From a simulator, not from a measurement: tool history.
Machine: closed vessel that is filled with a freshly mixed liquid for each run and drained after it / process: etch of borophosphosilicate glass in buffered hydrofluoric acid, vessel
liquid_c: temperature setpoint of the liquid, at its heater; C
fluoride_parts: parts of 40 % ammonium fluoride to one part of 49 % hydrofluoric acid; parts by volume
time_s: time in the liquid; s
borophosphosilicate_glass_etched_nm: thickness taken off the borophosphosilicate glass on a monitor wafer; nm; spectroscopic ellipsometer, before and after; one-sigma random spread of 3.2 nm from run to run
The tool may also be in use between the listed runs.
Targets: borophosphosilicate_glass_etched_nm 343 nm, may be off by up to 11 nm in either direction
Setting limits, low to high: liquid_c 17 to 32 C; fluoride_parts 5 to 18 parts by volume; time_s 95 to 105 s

run,hour,liquid_c,fluoride_parts,time_s,borophosphosilicate_glass_etched_nm
1,0,24,11,95,204.33
2,5.2,26,10.5,95,244.53
3,9.1,27.5,10.5,95,259.32
4,17.1,27.5,10.5,95,263.57
5,22.7,25.5,10.5,95,233.33
6,25.8,27,10.5,95,255.35
7,32.8,28.5,10.5,95,273.19
8,38.9,29.5,10.5,95,289.45
9,46.3,30,10.5,95,298.23

Below are 4 possible settings for the next run. Only one of them brings all results inside the allowed miss of their targets. Which is it?
A,53.7,30,10.5,100,?
B,53.7,30.5,9.5,105,?
C,53.7,30,10,105,?
D,53.7,31,9,100,?

move,borophosphosilicate_glass_etched_nm
A,309.61
B,367.98
C,340.99
D,376.53
A: nearer than the last run, and not there yet
B: takes the biggest miss from the last run beyond its target
C: each result inside its tolerance
D: takes the biggest miss from the last run beyond its target
The move that meets every target is C.
